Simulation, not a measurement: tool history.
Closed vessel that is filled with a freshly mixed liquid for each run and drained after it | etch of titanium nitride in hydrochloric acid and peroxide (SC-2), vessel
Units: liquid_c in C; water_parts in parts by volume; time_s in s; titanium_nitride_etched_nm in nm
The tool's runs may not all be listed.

run,day,liquid_c,water_parts,time_s,titanium_nitride_etched_nm
1,0.000,52.0,10.5,1315,42.563
2,0.300,53.0,10.5,1315,45.528
3,0.488,54.0,10.5,1315,48.512
4,0.562,55.0,10.5,1315,51.304
5,0.825,55.0,10.5,1410,55.745
6,1.133,57.5,10.5,1410,65.755
7,1.504,58.0,10.5,1410,66.574

Run 8 comes next. What will it give?
8,1.712,58.0,10.5,1410,?

titanium_nitride_etched_nm: 68.065 nm

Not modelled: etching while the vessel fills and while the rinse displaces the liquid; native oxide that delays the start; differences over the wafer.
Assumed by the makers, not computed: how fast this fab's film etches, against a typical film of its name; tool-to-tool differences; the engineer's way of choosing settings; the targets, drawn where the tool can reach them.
